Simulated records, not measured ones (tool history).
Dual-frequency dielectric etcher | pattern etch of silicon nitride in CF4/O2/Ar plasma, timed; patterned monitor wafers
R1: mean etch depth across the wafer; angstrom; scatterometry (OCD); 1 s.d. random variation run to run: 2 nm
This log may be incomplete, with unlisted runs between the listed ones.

{"run": 1, "hour": 0.0, "source power (W)": 730, "bias power (W)": 62, "Ar flow (sccm)": 140, "CF4 flow (sccm)": 102, "etch time (s)": 328.0, "R1": 9082.7}
{"run": 2, "hour": 5.8, "source power (W)": 850, "bias power (W)": 62, "Ar flow (sccm)": 140, "CF4 flow (sccm)": 102, "etch time (s)": 328.0, "R1": 10389.0}
{"run": 3, "hour": 7.7, "source power (W)": 850, "bias power (W)": 62, "Ar flow (sccm)": 140, "CF4 flow (sccm)": 102, "etch time (s)": 328.0, "R1": 10370.0}
{"run": 4, "hour": 11.1, "source power (W)": 850, "bias power (W)": 55, "Ar flow (sccm)": 140, "CF4 flow (sccm)": 102, "etch time (s)": 328.0, "R1": 10010.0}
{"run": 5, "hour": 17.0, "source power (W)": 800, "bias power (W)": 55, "Ar flow (sccm)": 140, "CF4 flow (sccm)": 102, "etch time (s)": 328.0, "R1": 9441.8}
{"run": 6, "hour": 18.6, "source power (W)": 800, "bias power (W)": 44, "Ar flow (sccm)": 140, "CF4 flow (sccm)": 102, "etch time (s)": 328.0, "R1": 8907.3}
{"run": 7, "hour": 20.9, "source power (W)": 740, "bias power (W)": 44, "Ar flow (sccm)": 140, "CF4 flow (sccm)": 102, "etch time (s)": 328.0, "R1": 8287.0}
{"run": 8, "hour": 28.9, "source power (W)": 690, "bias power (W)": 44, "Ar flow (sccm)": 140, "CF4 flow (sccm)": 102, "etch time (s)": 328.0, "R1": 7745.8}

Expected results for the next run?
{"run": 9, "hour": 32.0, "source power (W)": 660, "bias power (W)": 44, "Ar flow (sccm)": 140, "CF4 flow (sccm)": 102, "etch time (s)": 328.0, "R1": "?"}

R1: 7447.1 angstrom

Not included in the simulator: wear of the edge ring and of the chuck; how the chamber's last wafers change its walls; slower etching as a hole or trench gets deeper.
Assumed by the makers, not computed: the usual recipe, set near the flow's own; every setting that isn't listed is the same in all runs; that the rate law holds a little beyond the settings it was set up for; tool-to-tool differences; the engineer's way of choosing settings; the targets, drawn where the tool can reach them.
